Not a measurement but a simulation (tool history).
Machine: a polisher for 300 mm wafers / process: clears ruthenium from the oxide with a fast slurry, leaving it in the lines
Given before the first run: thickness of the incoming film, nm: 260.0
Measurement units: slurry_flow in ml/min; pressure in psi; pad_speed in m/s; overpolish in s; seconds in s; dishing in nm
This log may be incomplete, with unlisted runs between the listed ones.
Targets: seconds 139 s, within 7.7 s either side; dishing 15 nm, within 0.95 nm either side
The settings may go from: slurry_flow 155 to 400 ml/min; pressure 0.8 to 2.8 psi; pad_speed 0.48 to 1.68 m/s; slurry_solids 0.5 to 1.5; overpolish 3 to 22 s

| run | hour | slurry_flow | pressure | pad_speed | slurry_solids | overpolish | seconds | dishing |
|---|---|---|---|---|---|---|---|---|
| 1 | 0 | 255 | 1.8 | 1.08 | 1 | 11 | 102.75 | 13.674 |
| 2 | 5.1 | 255 | 1.8 | 1.08 | 0.9 | 11 | 110.31 | 14.162 |
| 3 | 8.4 | 255 | 1.8 | 1.08 | 0.8 | 11 | 114.54 | 13.23 |
| 4 | 11.5 | 255 | 1.7 | 1.08 | 0.8 | 12 | 125.11 | 13.195 |
| 5 | 13.6 | 255 | 1.9 | 1.08 | 0.8 | 12 | 111.17 | 14.38 |
| 6 | 15.2 | 255 | 1.9 | 1.22 | 0.8 | 12 | 97.572 | 14.75 |
| 7 | 19.7 | 255 | 1.8 | 1.2 | 0.8 | 13 | 104.47 | 14.952 |
| 8 | 20.3 | 255 | 1.7 | 1.18 | 0.8 | 14 | 113.73 | 14.909 |
| 9 | 22.4 | 255 | 1.6 | 1.16 | 0.8 | 15 | 119.3 | 15.351 |
| 10 | 25.7 | 255 | 1.5 | 1.16 | 0.8 | 15 | 128.44 | 14.925 |

4 next moves are on the table. One of them brings every result within its allowed miss. Which?
| A | 29 | 235 | 1.3 | 1.34 | 1 | 13 | ? | ? |
| B | 29 | 280 | 1.4 | 1.12 | 1 | 15 | ? | ? |
| C | 29 | 275 | 1.9 | 0.86 | 0.75 | 18 | ? | ? |
| D | 29 | 300 | 1.5 | 1.12 | 0.9 | 12 | ? | ? |

| move | seconds | dishing |
|---|---|---|
| A | 116.57 | 13.816 |
| B | 126.71 | 14.193 |
| C | 138.77 | 14.749 |
| D | 123.36 | 12.923 |
A: misses by more than the last run did
B: misses by more than the last run did
C: in spec on every target
D: misses by more than the last run did
Go with C: it meets all targets.

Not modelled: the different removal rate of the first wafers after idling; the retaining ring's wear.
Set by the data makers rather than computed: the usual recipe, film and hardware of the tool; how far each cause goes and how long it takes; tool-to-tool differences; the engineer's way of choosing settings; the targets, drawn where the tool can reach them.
